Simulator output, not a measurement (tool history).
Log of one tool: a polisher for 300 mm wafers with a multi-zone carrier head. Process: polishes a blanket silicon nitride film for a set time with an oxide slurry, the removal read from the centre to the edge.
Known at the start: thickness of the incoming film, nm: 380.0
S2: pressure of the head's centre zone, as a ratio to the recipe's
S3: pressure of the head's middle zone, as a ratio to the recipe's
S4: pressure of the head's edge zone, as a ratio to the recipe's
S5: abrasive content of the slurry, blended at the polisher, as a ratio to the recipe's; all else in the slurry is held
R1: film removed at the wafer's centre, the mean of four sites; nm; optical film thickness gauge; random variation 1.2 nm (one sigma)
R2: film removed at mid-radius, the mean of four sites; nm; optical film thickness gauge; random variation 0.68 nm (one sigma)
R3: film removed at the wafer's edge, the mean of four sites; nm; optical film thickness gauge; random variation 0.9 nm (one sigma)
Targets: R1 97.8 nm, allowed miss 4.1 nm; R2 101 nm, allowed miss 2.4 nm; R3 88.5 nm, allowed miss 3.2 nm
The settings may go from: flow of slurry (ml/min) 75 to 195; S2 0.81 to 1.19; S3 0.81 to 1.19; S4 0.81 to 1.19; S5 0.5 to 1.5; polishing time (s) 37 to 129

run 1 hour=0 | flow_of_slurry_(ml/min)=125 S2=1 S3=1 S4=1 S5=1 polishing_time_(s)=83 | R1=71.875 R2=72.651 R3=72.393
run 2 hour=4.5 | flow_of_slurry_(ml/min)=110 S2=1 S3=1 S4=1 S5=1 polishing_time_(s)=83 | R1=70.956 R2=70.86 R3=72.19
run 3 hour=10.3 | flow_of_slurry_(ml/min)=120 S2=1.03 S3=1.04 S4=1.03 S5=1.05 polishing_time_(s)=83 | R1=73.634 R2=77.033 R3=75.214
run 4 hour=17 | flow_of_slurry_(ml/min)=135 S2=1.07 S3=1.06 S4=1.04 S5=1.1 polishing_time_(s)=83 | R1=78.955 R2=80.647 R3=77.141
run 5 hour=21.4 | flow_of_slurry_(ml/min)=145 S2=1.1 S3=1.08 S4=1.05 S5=1.15 polishing_time_(s)=83 | R1=86.011 R2=83.263 R3=79.071
run 6 hour=29.9 | flow_of_slurry_(ml/min)=150 S2=1.1 S3=1.11 S4=1.06 S5=1.2 polishing_time_(s)=83 | R1=88.178 R2=87.297 R3=80.797
run 7 hour=36.4 | flow_of_slurry_(ml/min)=185 S2=1.11 S3=1.19 S4=1.12 S5=1.3 polishing_time_(s)=83 | R1=93.136 R2=98.243 R3=88.426
run 8 hour=43.6 | flow_of_slurry_(ml/min)=185 S2=1.11 S3=1.19 S4=1.11 S5=1.3 polishing_time_(s)=83 | R1=94.658 R2=96.175 R3=87.091
run 9 hour=51.9 | flow_of_slurry_(ml/min)=185 S2=1.11 S3=1.19 S4=1.11 S5=1.3 polishing_time_(s)=83 | R1=92.633 R2=97.683 R3=87.38
run 10 hour=57.1 | flow_of_slurry_(ml/min)=185 S2=1.11 S3=1.19 S4=1.1 S5=1.3 polishing_time_(s)=83 | R1=93.949 R2=97.074 R3=87.441
run 11 hour=62.6 | flow_of_slurry_(ml/min)=185 S2=1.11 S3=1.19 S4=1.08 S5=1.3 polishing_time_(s)=83 | R1=92.451 R2=97.839 R3=87.323
run 12 hour=64.9 | flow_of_slurry_(ml/min)=185 S2=1.12 S3=1.19 S4=1.07 S5=1.3 polishing_time_(s)=83 | R1=92.362 R2=96.664 R3=86.63
run 13 hour=66.4 | flow_of_slurry_(ml/min)=180 S2=1.13 S3=1.19 S4=1.05 S5=1.35 polishing_time_(s)=83 | R1=94.613 R2=98.51 R3=85.817

5 next moves are on the table. One of them brings every result within its allowed miss. Which?
run A hour=67.9 | flow_of_slurry_(ml/min)=170 S2=1.19 S3=1.19 S4=0.99 S5=1.4 polishing_time_(s)=79 | R1=? R2=? R3=?
run B hour=67.9 | flow_of_slurry_(ml/min)=180 S2=1.15 S3=1.19 S4=1.03 S5=1.45 polishing_time_(s)=79 | R1=? R2=? R3=?
run C hour=67.9 | flow_of_slurry_(ml/min)=195 S2=1.17 S3=1 S4=1.14 S5=1.45 polishing_time_(s)=89 | R1=? R2=? R3=?
run D hour=67.9 | flow_of_slurry_(ml/min)=195 S2=1.19 S3=1.1 S4=1.09 S5=1.45 polishing_time_(s)=88 | R1=? R2=? R3=?
run E hour=67.9 | flow_of_slurry_(ml/min)=190 S2=1.11 S3=1.16 S4=1.03 S5=1.5 polishing_time_(s)=84 | R1=? R2=? R3=?

move=A R1=93.866 R2=93.163 R3=78.66
move=B R1=92.528 R2=94.956 R3=81.516
move=C R1=107.36 R2=93.275 R3=97.74
move=D R1=108.06 R2=100.01 R3=94.333
move=E R1=96.705 R2=100.54 R3=88.059
A: further off than the last run
B: further off than the last run
C: further off than the last run
D: brings the result that was furthest off to its target, and leaves another outside
E: meets every target
Answer: E
